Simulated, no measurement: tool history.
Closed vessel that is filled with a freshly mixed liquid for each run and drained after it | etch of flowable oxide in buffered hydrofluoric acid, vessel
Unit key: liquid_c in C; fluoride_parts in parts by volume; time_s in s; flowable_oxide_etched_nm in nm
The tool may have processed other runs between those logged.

run,hour,liquid_c,fluoride_parts,time_s,flowable_oxide_etched_nm
1,0.0,21.0,12,30,80.889
2,1.5,19.5,12,30,74.389
3,10.1,22.0,10,30,102.900
4,16.0,24.0,9,30,121.480
5,22.0,27.5,9,30,146.650
6,24.6,28.0,8,30,171.840
7,28.6,29.0,6,30,239.480
8,36.4,28.5,6,30,231.880

Run 9 has not been measured yet. What should we expect?
9,45.3,28.0,6,30,?

Run 9 gave flowable_oxide_etched_nm 226.930 nm.
